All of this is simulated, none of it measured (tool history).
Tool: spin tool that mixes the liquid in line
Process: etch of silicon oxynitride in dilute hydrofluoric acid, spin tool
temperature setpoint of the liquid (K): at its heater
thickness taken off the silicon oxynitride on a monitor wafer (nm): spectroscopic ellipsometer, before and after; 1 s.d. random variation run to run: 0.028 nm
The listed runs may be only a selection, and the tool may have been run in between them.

run	hour	temperature setpoint of the liquid (K)	parts of water to one part of 49 % hydrofluoric acid (parts by volume)	time under the liquid (s)	thickness taken off the silicon oxynitride on a monitor wafer (nm)
1	0	297.15	105	265	6.1654
2	7.5	295.65	110	265	5.459
3	8.7	293.15	110	265	4.8
4	15.1	291.65	110	265	4.5546
5	18.7	291.65	110	285	4.8402
6	19.4	294.15	110	285	5.4403
7	25.2	293.15	115	285	5.0012

What does the tool deliver on the next run?
8	32.9	290.15	140	285	?

{"run 8": {"thickness taken off the silicon oxynitride on a monitor wafer (nm)": 3.4539}}

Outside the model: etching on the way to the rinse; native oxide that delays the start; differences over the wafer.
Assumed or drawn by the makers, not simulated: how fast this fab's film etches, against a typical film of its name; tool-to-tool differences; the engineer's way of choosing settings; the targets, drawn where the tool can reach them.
